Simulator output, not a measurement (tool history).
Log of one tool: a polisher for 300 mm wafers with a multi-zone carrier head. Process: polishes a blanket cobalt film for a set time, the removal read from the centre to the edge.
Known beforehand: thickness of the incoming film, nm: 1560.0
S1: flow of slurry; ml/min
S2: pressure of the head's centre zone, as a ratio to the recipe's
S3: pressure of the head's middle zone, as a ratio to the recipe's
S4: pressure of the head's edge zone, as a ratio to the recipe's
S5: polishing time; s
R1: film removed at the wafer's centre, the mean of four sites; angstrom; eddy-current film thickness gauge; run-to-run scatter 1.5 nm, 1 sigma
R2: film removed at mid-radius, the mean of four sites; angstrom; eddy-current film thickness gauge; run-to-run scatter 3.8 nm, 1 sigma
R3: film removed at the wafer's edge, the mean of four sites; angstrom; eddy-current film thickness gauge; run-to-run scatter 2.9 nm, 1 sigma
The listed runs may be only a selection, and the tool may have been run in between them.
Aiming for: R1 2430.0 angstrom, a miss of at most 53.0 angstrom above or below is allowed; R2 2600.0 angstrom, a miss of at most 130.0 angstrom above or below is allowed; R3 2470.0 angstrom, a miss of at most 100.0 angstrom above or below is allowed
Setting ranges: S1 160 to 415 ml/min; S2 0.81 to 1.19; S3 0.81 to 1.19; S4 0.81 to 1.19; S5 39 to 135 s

| run | hour | S1 | S2 | S3 | S4 | S5 | R1 | R2 | R3 |
|---|---|---|---|---|---|---|---|---|---|
| 1 | 0.0 | 265 | 1.00 | 1.00 | 1.00 | 87 | 3485.5 | 3635.7 | 3444.2 |
| 2 | 5.0 | 265 | 0.98 | 0.98 | 0.97 | 83 | 3240.5 | 3363.3 | 3213.6 |
| 3 | 11.6 | 265 | 0.98 | 1.03 | 0.97 | 83 | 3253.1 | 3590.2 | 3264.5 |
| 4 | 20.4 | 265 | 0.98 | 1.03 | 0.97 | 74 | 2892.1 | 3119.6 | 2883.8 |
| 5 | 23.9 | 265 | 0.98 | 1.03 | 1.02 | 74 | 2915.2 | 3116.9 | 2953.8 |
| 6 | 26.7 | 260 | 0.97 | 1.01 | 0.99 | 73 | 2850.0 | 3035.3 | 2897.8 |
| 7 | 32.3 | 260 | 0.96 | 1.00 | 0.97 | 71 | 2754.3 | 2911.9 | 2775.7 |
| 8 | 33.3 | 255 | 0.95 | 0.99 | 0.95 | 70 | 2642.2 | 2915.6 | 2722.8 |
| 9 | 37.1 | 250 | 0.95 | 0.97 | 0.93 | 69 | 2601.4 | 2773.9 | 2595.1 |
| 10 | 43.2 | 240 | 0.94 | 0.96 | 0.93 | 69 | 2588.7 | 2765.8 | 2607.7 |
| 11 | 46.6 | 235 | 0.93 | 0.95 | 0.92 | 69 | 2530.0 | 2768.6 | 2630.9 |
| 12 | 50.9 | 235 | 0.93 | 0.95 | 0.92 | 69 | 2508.3 | 2713.0 | 2625.2 |
| 13 | 55.6 | 235 | 0.93 | 0.95 | 0.92 | 69 | 2561.2 | 2712.0 | 2556.6 |
| 14 | 60.5 | 230 | 0.92 | 0.94 | 0.92 | 69 | 2494.1 | 2590.1 | 2565.4 |
| 15 | 64.3 | 225 | 0.92 | 0.94 | 0.91 | 69 | 2484.2 | 2706.1 | 2612.5 |

4 next moves are on the table. One of them brings every result within its allowed miss. Which?
| A | 68.1 | 195 | 0.93 | 1.06 | 0.81 | 69 | ? | ? | ? |
| B | 68.1 | 240 | 0.91 | 1.12 | 0.81 | 67 | ? | ? | ? |
| C | 68.1 | 160 | 0.83 | 0.91 | 0.88 | 78 | ? | ? | ? |
| D | 68.1 | 235 | 0.98 | 1.02 | 1.02 | 63 | ? | ? | ? |

| move | R1 | R2 | R3 |
|---|---|---|---|
| A | 2448.2 | 2915.2 | 2464.9 |
| B | 2403.8 | 3055.3 | 2444.0 |
| C | 2370.9 | 2801.2 | 2813.8 |
| D | 2426.7 | 2643.9 | 2526.0 |
A: brings the result that was furthest off to its target, and leaves another outside
B: brings the result that was furthest off to its target, and leaves another outside
C: misses by more than the last run did
D: all results in spec
Answer: D
